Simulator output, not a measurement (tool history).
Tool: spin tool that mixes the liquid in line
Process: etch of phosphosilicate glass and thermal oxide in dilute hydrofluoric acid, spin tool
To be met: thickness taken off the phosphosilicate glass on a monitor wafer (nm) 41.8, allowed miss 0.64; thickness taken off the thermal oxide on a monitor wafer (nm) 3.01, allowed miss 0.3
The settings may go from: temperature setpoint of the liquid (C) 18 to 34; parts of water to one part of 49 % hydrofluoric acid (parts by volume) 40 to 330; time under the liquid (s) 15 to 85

run,hour,temperature setpoint of the liquid (C),parts of water to one part of 49 % hydrofluoric acid (parts by volume),time under the liquid (s),thickness taken off the phosphosilicate glass on a monitor wafer (nm),thickness taken off the thermal oxide on a monitor wafer (nm)
1,0,26,185,45,16.302,1.1392
2,6.9,26,230,45,12.507,0.86532
3,14.2,26,230,60,16.588,1.173
4,22,27.5,210,60,19.661,1.4519
5,23.9,28.5,190,60,23.051,1.5944
6,30.9,28.5,190,55,20.92,1.5326
7,38.3,29.5,170,55,25.033,1.7414
8,46.4,30.5,160,55,28.023,1.9853
9,54.9,30.5,160,55,28.025,2.0998
10,56.3,34,110,55,49.593,3.676
11,60,33.5,110,55,48.39,3.5269
12,63.5,33.5,110,55,48.596,3.349
13,68.6,33,110,55,47.54,3.433
14,70,32.5,110,55,46.616,3.3339
15,72.2,32,110,55,45.8,3.4774
16,76.1,30.5,120,55,39.514,2.8463
17,81.1,31,120,55,40.11,2.9286
18,89.7,31.5,120,55,40.864,3.0348

Which of these 4 next moves meets every target?
A,98.3,33.5,115,50,?,?
B,98.3,31.5,130,60,?,?
C,98.3,29.5,140,70,?,?
D,98.3,31,100,45,?,?

move,thickness taken off the phosphosilicate glass on a monitor wafer (nm),thickness taken off the thermal oxide on a monitor wafer (nm)
A,41.768,3.0282
B,40.384,2.9278
C,40.145,2.9106
D,40.343,2.9249
A: meets every target
B: further off than the last run
C: further off than the last run
D: further off than the last run
The right move is A.
